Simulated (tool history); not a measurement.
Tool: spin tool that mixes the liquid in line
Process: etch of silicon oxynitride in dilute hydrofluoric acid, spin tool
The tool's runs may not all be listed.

run,hour,temperature setpoint of the liquid (K),parts of water to one part of 49 % hydrofluoric acid (parts by volume),time under the liquid (s),thickness taken off the silicon oxynitride on a monitor wafer (angstrom)
1,0,299.15,230,305,62.467
2,2.6,299.15,230,305,63.579
3,9.9,299.15,230,325,68.422
4,18.1,300.65,230,325,72.155
5,24.9,302.15,225,325,77.5
6,31.1,303.15,225,325,80.925
7,38,303.65,225,325,83.189

What does the tool deliver on the next run?
8,42.4,304.15,225,325,?

Run 8 yielded thickness taken off the silicon oxynitride on a monitor wafer (angstrom) 85.904.
